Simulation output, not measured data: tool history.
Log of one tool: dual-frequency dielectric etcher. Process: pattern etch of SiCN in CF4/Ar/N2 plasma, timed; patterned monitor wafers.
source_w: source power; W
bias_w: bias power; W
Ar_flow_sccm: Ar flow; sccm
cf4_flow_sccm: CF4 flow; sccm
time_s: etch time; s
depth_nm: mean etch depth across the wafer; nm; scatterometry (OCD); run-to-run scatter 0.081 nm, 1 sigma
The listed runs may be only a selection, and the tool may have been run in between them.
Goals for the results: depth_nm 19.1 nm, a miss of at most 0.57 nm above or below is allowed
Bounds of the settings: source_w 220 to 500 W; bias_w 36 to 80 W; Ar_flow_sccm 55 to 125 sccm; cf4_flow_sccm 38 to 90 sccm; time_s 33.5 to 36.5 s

| run | hour | source_w | bias_w | Ar_flow_sccm | cf4_flow_sccm | time_s | depth_nm |
|---|---|---|---|---|---|---|---|
| 1 | 0 | 360 | 58 | 90 | 64 | 36.5 | 23.546 |
| 2 | 2.1 | 360 | 58 | 90 | 72 | 36.5 | 23.932 |
| 3 | 9.7 | 360 | 58 | 75 | 72 | 36.5 | 24.471 |
| 4 | 17.6 | 350 | 58 | 75 | 72 | 36.5 | 24.021 |
| 5 | 20.6 | 380 | 58 | 75 | 72 | 36.5 | 25.317 |
| 6 | 23.8 | 360 | 57 | 75 | 72 | 36.5 | 24.163 |
| 7 | 31.9 | 360 | 57 | 75 | 72 | 36.5 | 24.307 |
| 8 | 38.5 | 350 | 57 | 75 | 72 | 36.5 | 23.758 |
| 9 | 41.7 | 340 | 57 | 75 | 72 | 36.5 | 23.307 |
| 10 | 42.5 | 330 | 57 | 75 | 72 | 36.5 | 22.729 |

Pick the move, out of 4, that brings all results within their allowed miss; only one does.
| A | 43.3 | 250 | 55 | 76 | 79 | 34.5 | ? |
| B | 43.3 | 290 | 59 | 82 | 71 | 36 | ? |
| C | 43.3 | 280 | 56 | 69 | 71 | 34.5 | ? |
| D | 43.3 | 230 | 57 | 77 | 69 | 36.5 | ? |

| move | depth_nm |
|---|---|
| A | 17.723 |
| B | 20.516 |
| C | 19.221 |
| D | 17.594 |
A: takes the result that was furthest off past its target
B: nearer than the last run, and not there yet
C: all results in spec
D: takes the result that was furthest off past its target
Move C is the one to make.

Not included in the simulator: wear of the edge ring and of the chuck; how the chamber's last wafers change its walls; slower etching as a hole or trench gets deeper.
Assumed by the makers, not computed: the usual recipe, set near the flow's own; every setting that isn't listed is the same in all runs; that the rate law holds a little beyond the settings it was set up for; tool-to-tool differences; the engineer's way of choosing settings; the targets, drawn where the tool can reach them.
